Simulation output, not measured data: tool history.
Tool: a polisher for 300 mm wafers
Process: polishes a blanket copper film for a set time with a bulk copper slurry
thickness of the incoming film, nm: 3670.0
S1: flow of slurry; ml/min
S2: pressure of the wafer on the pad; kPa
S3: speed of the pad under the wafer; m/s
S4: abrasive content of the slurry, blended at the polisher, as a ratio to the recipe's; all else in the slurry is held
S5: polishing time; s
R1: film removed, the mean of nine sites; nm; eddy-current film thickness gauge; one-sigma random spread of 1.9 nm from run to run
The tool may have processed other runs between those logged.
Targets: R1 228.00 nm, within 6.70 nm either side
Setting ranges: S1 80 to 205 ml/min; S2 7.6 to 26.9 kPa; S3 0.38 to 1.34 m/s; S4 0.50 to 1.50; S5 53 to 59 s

| run | hour | S1 | S2 | S3 | S4 | S5 | R1 |
|---|---|---|---|---|---|---|---|
| 1 | 0.0 | 135 | 17.2 | 0.86 | 1.00 | 59 | 350.40 |
| 2 | 7.3 | 130 | 16.5 | 0.86 | 1.00 | 59 | 333.78 |
| 3 | 11.0 | 125 | 15.9 | 0.86 | 1.00 | 59 | 312.69 |
| 4 | 17.0 | 125 | 15.9 | 0.86 | 1.10 | 59 | 322.83 |
| 5 | 21.5 | 125 | 19.3 | 0.86 | 1.10 | 59 | 390.68 |
| 6 | 24.7 | 120 | 17.9 | 0.86 | 1.10 | 59 | 361.50 |
| 7 | 28.0 | 105 | 13.1 | 0.84 | 1.10 | 59 | 250.89 |
| 8 | 36.8 | 100 | 13.1 | 0.84 | 1.10 | 59 | 250.47 |

Pick the move, out of 5, that brings all results within their allowed miss; only one does.
| A | 45.6 | 90 | 13.1 | 0.80 | 1.15 | 53 | ? |
| B | 45.6 | 150 | 15.2 | 0.76 | 0.95 | 58 | ? |
| C | 45.6 | 80 | 10.3 | 1.04 | 1.15 | 53 | ? |
| D | 45.6 | 100 | 12.4 | 0.90 | 1.05 | 54 | ? |
| E | 45.6 | 115 | 12.4 | 0.76 | 1.40 | 54 | ? |

| move | R1 |
|---|---|
| A | 211.83 |
| B | 270.41 |
| C | 211.25 |
| D | 230.74 |
| E | 216.33 |
A: carries the result that was furthest off beyond its target, to the other side
B: lands further from the targets than the last run did
C: carries the result that was furthest off beyond its target, to the other side
D: in spec on every target
E: carries the result that was furthest off beyond its target, to the other side
D is the move that brings every result within its allowed miss.
